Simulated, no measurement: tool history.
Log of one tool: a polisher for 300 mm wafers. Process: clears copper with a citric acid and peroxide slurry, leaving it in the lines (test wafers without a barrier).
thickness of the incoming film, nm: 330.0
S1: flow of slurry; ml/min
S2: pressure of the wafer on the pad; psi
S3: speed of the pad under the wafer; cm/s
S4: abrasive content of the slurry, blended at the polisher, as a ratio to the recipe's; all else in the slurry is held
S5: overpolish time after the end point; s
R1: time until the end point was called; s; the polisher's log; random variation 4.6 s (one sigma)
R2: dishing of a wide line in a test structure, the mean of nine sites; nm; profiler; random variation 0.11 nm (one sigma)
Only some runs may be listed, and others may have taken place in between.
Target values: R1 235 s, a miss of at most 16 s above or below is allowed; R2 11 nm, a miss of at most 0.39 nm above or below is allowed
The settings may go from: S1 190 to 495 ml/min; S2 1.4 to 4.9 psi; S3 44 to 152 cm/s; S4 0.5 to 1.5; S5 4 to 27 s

Run 1, hour 0: S1 320 ml/min, S2 3.1 psi, S3 98 cm/s, S4 1, S5 14 s. Result: R1 165.26 s, R2 15.41 nm.
Run 2, hour 5.1: S1 320 ml/min, S2 3.1 psi, S3 98 cm/s, S4 1.2, S5 14 s. Result: R1 158.08 s, R2 15.873 nm.
Run 3, hour 6.4: S1 320 ml/min, S2 3.1 psi, S3 114 cm/s, S4 1.2, S5 14 s. Result: R1 141.91 s, R2 17.693 nm.
Run 4, hour 10.9: S1 260 ml/min, S2 3.1 psi, S3 114 cm/s, S4 1.2, S5 14 s. Result: R1 139.59 s, R2 17.427 nm.
Run 5, hour 12.6: S1 190 ml/min, S2 3.1 psi, S3 114 cm/s, S4 1.2, S5 14 s. Result: R1 150.36 s, R2 16.436 nm.
Run 6, hour 21.2: S1 200 ml/min, S2 2.7 psi, S3 112 cm/s, S4 1.2, S5 13 s. Result: R1 161.86 s, R2 15.317 nm.
Run 7, hour 26.6: S1 200 ml/min, S2 2.5 psi, S3 104 cm/s, S4 1.2, S5 12 s. Result: R1 186.59 s, R2 13.373 nm.
Run 8, hour 29.1: S1 200 ml/min, S2 2.3 psi, S3 102 cm/s, S4 1.2, S5 12 s. Result: R1 198.2 s, R2 12.72 nm.
Run 9, hour 37.9: S1 200 ml/min, S2 2.1 psi, S3 102 cm/s, S4 1.2, S5 12 s. Result: R1 203.09 s, R2 12.57 nm.
Run 10, hour 41.2: S1 200 ml/min, S2 2 psi, S3 100 cm/s, S4 1.2, S5 12 s. Result: R1 206.27 s, R2 12.005 nm.

Exactly one of the 5 candidate moves below puts every result within its allowed miss. Which one?
Run A, hour 44.5: S1 190 ml/min, S2 2.1 psi, S3 92 cm/s, S4 1.15, S5 15 s. Result: R1 ?, R2 ?.
Run B, hour 44.5: S1 235 ml/min, S2 2.2 psi, S3 100 cm/s, S4 1.2, S5 14 s. Result: R1 ?, R2 ?.
Run C, hour 44.5: S1 200 ml/min, S2 1.5 psi, S3 98 cm/s, S4 1.25, S5 15 s. Result: R1 ?, R2 ?.
Run D, hour 44.5: S1 195 ml/min, S2 2 psi, S3 102 cm/s, S4 1.15, S5 13 s. Result: R1 ?, R2 ?.
Run E, hour 44.5: S1 190 ml/min, S2 1.4 psi, S3 104 cm/s, S4 1.3, S5 12 s. Result: R1 ?, R2 ?.

move      R1      R2
   A  227.83  13.386
   B  197.11  14.101
   C  242.89  12.737
   D  210.24  12.792
   E  235.97  11.039
A: lands further from the targets than the last run did
B: lands further from the targets than the last run did
C: lands further from the targets than the last run did
D: lands further from the targets than the last run did
E: hits every target within its allowed miss
Answer: E
